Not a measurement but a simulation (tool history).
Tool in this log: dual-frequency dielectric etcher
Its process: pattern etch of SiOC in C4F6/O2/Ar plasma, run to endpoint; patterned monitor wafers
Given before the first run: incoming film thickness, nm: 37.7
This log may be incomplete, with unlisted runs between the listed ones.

run 1 hour=0.0 | bias_power_(kW)=0.566 source_power_(kW)=0.360 | endpoint_time_(s)=13.360
run 2 hour=4.0 | bias_power_(kW)=0.541 source_power_(kW)=0.350 | endpoint_time_(s)=13.795
run 3 hour=12.3 | bias_power_(kW)=0.519 source_power_(kW)=0.350 | endpoint_time_(s)=13.963
run 4 hour=15.7 | bias_power_(kW)=0.500 source_power_(kW)=0.350 | endpoint_time_(s)=14.136
run 5 hour=17.6 | bias_power_(kW)=0.500 source_power_(kW)=0.390 | endpoint_time_(s)=13.387
run 6 hour=25.9 | bias_power_(kW)=0.482 source_power_(kW)=0.380 | endpoint_time_(s)=13.789
run 7 hour=33.9 | bias_power_(kW)=0.466 source_power_(kW)=0.370 | endpoint_time_(s)=14.148
run 8 hour=40.3 | bias_power_(kW)=0.452 source_power_(kW)=0.370 | endpoint_time_(s)=14.274
run 9 hour=42.0 | bias_power_(kW)=0.439 source_power_(kW)=0.370 | endpoint_time_(s)=14.294

Forecast run 10:
run 10 hour=45.4 | bias_power_(kW)=0.339 source_power_(kW)=0.300 | endpoint_time_(s)=?

{"run 10": {"endpoint time (s)": 17.258}}

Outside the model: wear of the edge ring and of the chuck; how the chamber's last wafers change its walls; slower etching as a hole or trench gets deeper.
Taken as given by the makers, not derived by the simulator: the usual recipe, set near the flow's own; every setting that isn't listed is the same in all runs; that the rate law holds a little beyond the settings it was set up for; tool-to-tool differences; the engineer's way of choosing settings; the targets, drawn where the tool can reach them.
